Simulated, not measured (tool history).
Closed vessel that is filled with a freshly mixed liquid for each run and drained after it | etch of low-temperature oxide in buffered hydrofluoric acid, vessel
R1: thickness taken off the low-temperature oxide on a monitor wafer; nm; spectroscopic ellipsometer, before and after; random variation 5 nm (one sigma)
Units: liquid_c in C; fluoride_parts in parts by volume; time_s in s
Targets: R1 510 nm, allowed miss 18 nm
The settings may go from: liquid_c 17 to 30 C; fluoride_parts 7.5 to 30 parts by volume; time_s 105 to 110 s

Run 1, hour 0: liquid_c 22 C, fluoride_parts 21 parts by volume, time_s 105 s. Result: R1 236.95 nm.
Run 2, hour 6.4: liquid_c 24.5 C, fluoride_parts 18 parts by volume, time_s 105 s. Result: R1 316.68 nm.
Run 3, hour 9.8: liquid_c 26.5 C, fluoride_parts 17 parts by volume, time_s 105 s. Result: R1 378.65 nm.
Run 4, hour 10.6: liquid_c 26.5 C, fluoride_parts 17 parts by volume, time_s 110 s. Result: R1 399 nm.
Run 5, hour 16.2: liquid_c 27.5 C, fluoride_parts 16.5 parts by volume, time_s 110 s. Result: R1 424.23 nm.
At hour 24.3: thermometer replaced.
Run 6, hour 24.3: liquid_c 25 C, fluoride_parts 16.5 parts by volume, time_s 110 s. Result: R1 412.79 nm.
Run 7, hour 31.3: liquid_c 25 C, fluoride_parts 16.5 parts by volume, time_s 110 s. Result: R1 419.44 nm.
Run 8, hour 37.4: liquid_c 26 C, fluoride_parts 16 parts by volume, time_s 110 s. Result: R1 453.43 nm.
Run 9, hour 39.6: liquid_c 26 C, fluoride_parts 16 parts by volume, time_s 110 s. Result: R1 446.84 nm.

Which of these 5 next moves meets every target?
Run A, hour 41.8: liquid_c 24 C, fluoride_parts 16.5 parts by volume, time_s 110 s. Result: R1 ?.
Run B, hour 41.8: liquid_c 25 C, fluoride_parts 13.5 parts by volume, time_s 110 s. Result: R1 ?.
Run C, hour 41.8: liquid_c 23.5 C, fluoride_parts 11 parts by volume, time_s 110 s. Result: R1 ?.
Run D, hour 41.8: liquid_c 27.5 C, fluoride_parts 13 parts by volume, time_s 105 s. Result: R1 ?.
Run E, hour 41.8: liquid_c 25 C, fluoride_parts 14.5 parts by volume, time_s 110 s. Result: R1 ?.

move      R1
   A  397.58
   B  511.29
   C  575.62
   D  579.33
   E  476.69
A: further off than the last run
B: meets every target
C: takes the result that was furthest off past its target
D: takes the result that was furthest off past its target
E: nearer than the last run, and not there yet
Answer: B

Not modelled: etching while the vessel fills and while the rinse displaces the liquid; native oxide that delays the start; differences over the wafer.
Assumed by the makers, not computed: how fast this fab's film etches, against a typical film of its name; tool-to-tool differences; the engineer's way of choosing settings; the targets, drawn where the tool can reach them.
